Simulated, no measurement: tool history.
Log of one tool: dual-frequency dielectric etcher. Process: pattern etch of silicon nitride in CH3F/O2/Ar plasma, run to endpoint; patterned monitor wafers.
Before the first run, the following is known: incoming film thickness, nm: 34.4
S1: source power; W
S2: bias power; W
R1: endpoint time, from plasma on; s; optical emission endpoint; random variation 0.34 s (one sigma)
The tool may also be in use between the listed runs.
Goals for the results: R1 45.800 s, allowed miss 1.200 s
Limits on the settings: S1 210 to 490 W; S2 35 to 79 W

run  hour   S1  S2      R1
  1   0.0  350  57  54.312
  2   5.9  370  58  53.212
  3   6.9  340  58  54.456
  4   8.4  310  58  56.721
  5  15.6  330  59  54.988
  6  16.1  330  66  53.370
  7  21.5  350  67  52.303
  8  24.6  370  68  50.383
  9  26.1  380  69  50.314
 10  34.5  390  70  49.025
 11  40.1  400  70  48.346
 12  41.2  410  70  48.221
 13  43.0  410  70  48.776
 14  48.4  420  71  47.689

Pick the move, out of 5, that brings all results within their allowed miss; only one does.
  A  53.8  410  70   ?
  B  53.8  390  66   ?
  C  53.8  480  78   ?
  D  53.8  450  72   ?
  E  53.8  410  69   ?

move      R1
   A  48.279
   B  50.196
   C  43.729
   D  46.039
   E  48.492
A: its largest miss is bigger than the last run's
B: its largest miss is bigger than the last run's
C: takes the biggest miss from the last run beyond its target
D: meets every target
E: its largest miss is bigger than the last run's
The right move is D.
